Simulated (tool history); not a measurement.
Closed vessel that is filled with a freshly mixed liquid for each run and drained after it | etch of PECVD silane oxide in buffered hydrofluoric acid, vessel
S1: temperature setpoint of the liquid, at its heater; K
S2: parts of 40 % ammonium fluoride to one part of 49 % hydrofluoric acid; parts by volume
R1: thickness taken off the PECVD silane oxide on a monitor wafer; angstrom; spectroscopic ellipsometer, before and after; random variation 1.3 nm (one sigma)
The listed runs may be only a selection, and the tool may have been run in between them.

{"run": 1, "hour": 0.0, "S1": 296.15, "S2": 21.5, "time in the liquid (s)": 95, "R1": 859.74}
{"run": 2, "hour": 6.2, "S1": 297.65, "S2": 20, "time in the liquid (s)": 95, "R1": 982.56}
{"run": 3, "hour": 9.3, "S1": 297.65, "S2": 20, "time in the liquid (s)": 95, "R1": 990.9}
{"run": 4, "hour": 15.8, "S1": 299.15, "S2": 20, "time in the liquid (s)": 95, "R1": 1073.2}
{"run": 5, "hour": 23.9, "S1": 299.15, "S2": 20, "time in the liquid (s)": 95, "R1": 1085.9}
{"run": 6, "hour": 27.4, "S1": 299.15, "S2": 25, "time in the liquid (s)": 95, "R1": 927.96}
{"run": 7, "hour": 35.2, "S1": 303.15, "S2": 18, "time in the liquid (s)": 95, "R1": 1476.2}
{"run": 8, "hour": 40.1, "S1": 303.15, "S2": 17.5, "time in the liquid (s)": 95, "R1": 1498.1}
{"run": 9, "hour": 44.4, "S1": 303.15, "S2": 17, "time in the liquid (s)": 95, "R1": 1550}

Expected results for the next run?
{"run": 10, "hour": 45.3, "S1": 303.65, "S2": 17, "time in the liquid (s)": 95, "R1": "?"}

Run 10 measured R1 1627 angstrom.
